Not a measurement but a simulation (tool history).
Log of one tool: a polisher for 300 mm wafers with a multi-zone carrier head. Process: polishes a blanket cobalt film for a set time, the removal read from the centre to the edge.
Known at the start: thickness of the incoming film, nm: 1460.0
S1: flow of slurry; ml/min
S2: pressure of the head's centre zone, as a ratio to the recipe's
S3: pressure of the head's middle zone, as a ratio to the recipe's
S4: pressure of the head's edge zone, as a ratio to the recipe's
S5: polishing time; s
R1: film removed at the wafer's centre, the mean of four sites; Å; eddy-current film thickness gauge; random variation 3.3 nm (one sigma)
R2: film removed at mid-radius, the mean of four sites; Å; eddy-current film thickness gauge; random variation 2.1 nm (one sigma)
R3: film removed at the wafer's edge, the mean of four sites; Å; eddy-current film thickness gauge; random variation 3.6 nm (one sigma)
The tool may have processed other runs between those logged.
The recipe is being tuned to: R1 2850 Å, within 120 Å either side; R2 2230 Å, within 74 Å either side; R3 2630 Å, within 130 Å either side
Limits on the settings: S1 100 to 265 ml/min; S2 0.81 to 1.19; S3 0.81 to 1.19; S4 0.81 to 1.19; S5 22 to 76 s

| run | hour | S1 | S2 | S3 | S4 | S5 | R1 | R2 | R3 |
|---|---|---|---|---|---|---|---|---|---|
| 1 | 0 | 170 | 1 | 1 | 1 | 49 | 2354.1 | 2268.8 | 2317.1 |
| 2 | 1.3 | 175 | 1.01 | 0.99 | 1.01 | 49 | 2387.5 | 2275.8 | 2368.5 |
| 3 | 8.6 | 180 | 1.03 | 0.98 | 1.02 | 49 | 2447.7 | 2265 | 2316.3 |
| 4 | 12.1 | 180 | 1.04 | 0.96 | 1.03 | 50 | 2530.8 | 2268.2 | 2371.5 |
| 5 | 20 | 180 | 1.04 | 0.9 | 1.03 | 50 | 2536.5 | 2178.5 | 2398.2 |
| 6 | 22.4 | 180 | 1.04 | 0.89 | 1.04 | 50 | 2505.1 | 2157.8 | 2354.8 |
| 7 | 28.6 | 180 | 1.05 | 0.88 | 1.05 | 51 | 2637.8 | 2168.3 | 2470.9 |
| 8 | 37.3 | 180 | 1.05 | 0.88 | 1.06 | 51 | 2573.1 | 2170.9 | 2488.9 |

Consider the 4 candidate settings below. Which is the only one whose results all fall within their allowed miss of target?
| A | 46 | 170 | 1.01 | 1.01 | 1.01 | 48 | ? | ? | ? |
| B | 46 | 155 | 1.02 | 0.84 | 1.01 | 54 | ? | ? | ? |
| C | 46 | 200 | 0.99 | 1 | 1.01 | 46 | ? | ? | ? |
| D | 46 | 255 | 1.14 | 0.9 | 1.19 | 49 | ? | ? | ? |

| move | R1 | R2 | R3 |
|---|---|---|---|
| A | 2330.2 | 2297.2 | 2313.6 |
| B | 2591.6 | 2203.5 | 2574.6 |
| C | 2256.7 | 2245.1 | 2262.4 |
| D | 2871.7 | 2275.1 | 2685.9 |
A: lands further from the targets than the last run did
B: nearer the targets than the last run, but a result is still out of spec
C: lands further from the targets than the last run did
D: in spec on every target
So the answer is move D, the one that meets all the targets.

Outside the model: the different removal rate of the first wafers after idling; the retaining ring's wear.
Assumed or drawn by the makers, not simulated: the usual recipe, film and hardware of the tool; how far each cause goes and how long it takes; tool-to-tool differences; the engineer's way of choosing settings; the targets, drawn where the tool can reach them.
